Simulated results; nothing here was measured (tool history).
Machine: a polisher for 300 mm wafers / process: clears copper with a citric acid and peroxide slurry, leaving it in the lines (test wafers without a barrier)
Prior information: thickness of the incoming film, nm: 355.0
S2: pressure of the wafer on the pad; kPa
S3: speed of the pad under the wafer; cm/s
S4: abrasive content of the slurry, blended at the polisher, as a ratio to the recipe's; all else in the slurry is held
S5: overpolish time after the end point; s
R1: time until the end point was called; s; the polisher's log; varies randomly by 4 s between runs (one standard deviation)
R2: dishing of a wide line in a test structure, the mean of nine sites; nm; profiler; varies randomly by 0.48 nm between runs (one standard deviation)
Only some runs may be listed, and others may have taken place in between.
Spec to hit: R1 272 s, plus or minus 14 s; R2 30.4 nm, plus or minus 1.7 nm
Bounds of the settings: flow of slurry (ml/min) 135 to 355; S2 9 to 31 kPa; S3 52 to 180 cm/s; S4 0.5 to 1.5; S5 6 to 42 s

run 1 day=0 | flow_of_slurry_(ml/min)=225 S2=20 S3=116 S4=1 S5=21 | R1=177.96 R2=28.403
run 2 day=0.146 | flow_of_slurry_(ml/min)=225 S2=20 S3=116 S4=1.15 S5=21 | R1=169.85 R2=28.963
run 3 day=0.375 | flow_of_slurry_(ml/min)=225 S2=20 S3=140 S4=1.15 S5=21 | R1=143.3 R2=33.694
run 4 day=0.508 | flow_of_slurry_(ml/min)=225 S2=20 S3=112 S4=1.15 S5=21 | R1=175.83 R2=27.365
run 5 day=0.817 | flow_of_slurry_(ml/min)=220 S2=19.3 S3=112 S4=1.1 S5=22 | R1=183.45 R2=28.186
run 6 day=0.992 | flow_of_slurry_(ml/min)=240 S2=19.3 S3=112 S4=1.1 S5=22 | R1=183.38 R2=27.729
run 7 day=1.171 | flow_of_slurry_(ml/min)=235 S2=18.6 S3=112 S4=1.05 S5=23 | R1=191.29 R2=29.17
run 8 day=1.246 | flow_of_slurry_(ml/min)=230 S2=17.9 S3=112 S4=1.05 S5=24 | R1=191.2 R2=28.667
run 9 day=1.408 | flow_of_slurry_(ml/min)=230 S2=17.9 S3=112 S4=1.05 S5=24 | R1=193.73 R2=28.948
run 10 day=1.658 | flow_of_slurry_(ml/min)=230 S2=17.2 S3=112 S4=1 S5=25 | R1=197.65 R2=29.353

Which one of the following 5 next-run settings gets every result inside its allowed miss? There is exactly one.
run A day=1.908 | flow_of_slurry_(ml/min)=225 S2=20.7 S3=162 S4=1.05 S5=18 | R1=? R2=?
run B day=1.908 | flow_of_slurry_(ml/min)=225 S2=17.2 S3=102 S4=1.05 S5=26 | R1=? R2=?
run C day=1.908 | flow_of_slurry_(ml/min)=225 S2=13.8 S3=88 S4=1.2 S5=36 | R1=? R2=?
run D day=1.908 | flow_of_slurry_(ml/min)=135 S2=20.7 S3=134 S4=1.05 S5=19 | R1=? R2=?
run E day=1.908 | flow_of_slurry_(ml/min)=300 S2=17.9 S3=122 S4=1.25 S5=21 | R1=? R2=?

move=A R1=120.99 R2=33.243
move=B R1=210.27 R2=28.618
move=C R1=264.69 R2=30.625
move=D R1=157.43 R2=28.213
move=E R1=161.39 R2=29.821
A: its largest miss is bigger than the last run's
B: closes in on the targets versus the last run, not all within tolerance yet
C: every result lands within tolerance
D: its largest miss is bigger than the last run's
E: its largest miss is bigger than the last run's
Answer: C
